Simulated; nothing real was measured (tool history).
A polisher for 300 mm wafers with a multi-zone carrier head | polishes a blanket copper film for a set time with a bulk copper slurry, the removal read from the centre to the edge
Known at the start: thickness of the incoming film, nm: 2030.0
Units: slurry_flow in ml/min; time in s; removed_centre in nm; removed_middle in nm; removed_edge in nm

{"run": 1, "hour": 0.0, "slurry_flow": 240, "centre_zone": 1, "middle_zone": 1, "edge_zone": 1, "slurry_solids": 1, "time": 73, "removed_centre": 563.28, "removed_middle": 557.5, "removed_edge": 555.03}
{"run": 2, "hour": 2.0, "slurry_flow": 235, "centre_zone": 0.97, "middle_zone": 0.99, "edge_zone": 0.97, "slurry_solids": 0.9, "time": 72, "removed_centre": 522.35, "removed_middle": 509.21, "removed_edge": 525.91}
{"run": 3, "hour": 7.2, "slurry_flow": 270, "centre_zone": 0.97, "middle_zone": 0.99, "edge_zone": 0.97, "slurry_solids": 0.9, "time": 72, "removed_centre": 534.04, "removed_middle": 531.05, "removed_edge": 524.94}
{"run": 4, "hour": 12.4, "slurry_flow": 270, "centre_zone": 0.97, "middle_zone": 0.9, "edge_zone": 0.97, "slurry_solids": 0.9, "time": 72, "removed_centre": 531.55, "removed_middle": 489.64, "removed_edge": 524.51}
{"run": 5, "hour": 21.0, "slurry_flow": 270, "centre_zone": 0.97, "middle_zone": 0.9, "edge_zone": 0.97, "slurry_solids": 0.9, "time": 79, "removed_centre": 590.7, "removed_middle": 536.43, "removed_edge": 579.79}
{"run": 6, "hour": 28.4, "slurry_flow": 270, "centre_zone": 0.97, "middle_zone": 0.99, "edge_zone": 0.97, "slurry_solids": 0.9, "time": 79, "removed_centre": 591.41, "removed_middle": 586.85, "removed_edge": 570.52}
{"run": 7, "hour": 37.4, "slurry_flow": 270, "centre_zone": 0.94, "middle_zone": 0.99, "edge_zone": 0.95, "slurry_solids": 0.8, "time": 77, "removed_centre": 532.03, "removed_middle": 557.69, "removed_edge": 552.26}

The next listed run, before its measurement:
{"run": 8, "hour": 42.0, "slurry_flow": 290, "centre_zone": 0.93, "middle_zone": 0.98, "edge_zone": 0.93, "slurry_solids": 0.75, "time": 75, "removed_centre": "?", "removed_middle": "?", "removed_edge": "?"}

Run 8 gave removed_centre 517.38 nm, removed_middle 526.28 nm, removed_edge 522.05 nm.

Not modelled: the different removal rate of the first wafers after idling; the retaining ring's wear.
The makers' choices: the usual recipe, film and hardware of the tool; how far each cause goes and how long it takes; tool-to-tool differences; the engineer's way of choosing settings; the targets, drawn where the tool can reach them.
